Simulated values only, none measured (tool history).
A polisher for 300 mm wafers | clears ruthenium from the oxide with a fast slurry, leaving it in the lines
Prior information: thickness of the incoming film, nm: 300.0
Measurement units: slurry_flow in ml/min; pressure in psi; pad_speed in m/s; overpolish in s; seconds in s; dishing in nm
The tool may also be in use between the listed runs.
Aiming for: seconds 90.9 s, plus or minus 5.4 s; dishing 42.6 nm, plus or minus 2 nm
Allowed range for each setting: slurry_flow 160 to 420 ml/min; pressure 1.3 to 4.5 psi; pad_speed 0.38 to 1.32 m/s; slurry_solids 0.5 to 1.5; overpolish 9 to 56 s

| run | hour | slurry_flow | pressure | pad_speed | slurry_solids | overpolish | seconds | dishing |
|---|---|---|---|---|---|---|---|---|
| 1 | 0 | 270 | 2.9 | 0.84 | 1 | 29 | 87.946 | 64.858 |
| 2 | 4.5 | 270 | 2.3 | 0.84 | 1 | 29 | 108.83 | 56.124 |
| 3 | 9.1 | 225 | 2.3 | 0.84 | 1 | 29 | 108.11 | 54.817 |
| 4 | 11.6 | 220 | 2.4 | 0.84 | 1 | 26 | 103.2 | 52.958 |
| 5 | 20 | 220 | 2.4 | 0.84 | 0.85 | 26 | 114.6 | 49.818 |
| 6 | 22.4 | 220 | 2.4 | 0.62 | 0.85 | 26 | 153.45 | 39.507 |
| 7 | 25.6 | 225 | 3.2 | 0.62 | 0.9 | 13 | 112.02 | 28.972 |
| 8 | 29.7 | 225 | 3.3 | 0.64 | 0.9 | 15 | 104.51 | 34.405 |
| 9 | 33.9 | 225 | 3.4 | 0.64 | 0.9 | 16 | 100.5 | 36.329 |
| 10 | 39.9 | 225 | 3.5 | 0.64 | 0.9 | 16 | 97.573 | 37.852 |
| 11 | 47.8 | 225 | 3.6 | 0.64 | 0.9 | 17 | 98.214 | 40.429 |

Below are 5 possible settings for the next run. Only one of them brings all results inside the allowed miss of their targets. Which is it?
| A | 55.7 | 245 | 2.9 | 0.84 | 0.9 | 15 | ? | ? |
| B | 55.7 | 265 | 3.9 | 0.9 | 0.65 | 18 | ? | ? |
| C | 55.7 | 210 | 4.2 | 0.68 | 1 | 12 | ? | ? |
| D | 55.7 | 270 | 3.4 | 0.78 | 0.95 | 18 | ? | ? |
| E | 55.7 | 230 | 3.2 | 0.7 | 1.05 | 17 | ? | ? |

| move | seconds | dishing |
|---|---|---|
| A | 93.169 | 38.619 |
| B | 79.601 | 49.925 |
| C | 76.58 | 37.798 |
| D | 82.444 | 48.677 |
| E | 93.739 | 42.377 |
A: the worst result of the last run now meets its target, but another is out of spec
B: carries the result that was furthest off beyond its target, to the other side
C: carries the result that was furthest off beyond its target, to the other side
D: carries the result that was furthest off beyond its target, to the other side
E: each result inside its tolerance
Go with E: it meets all targets.
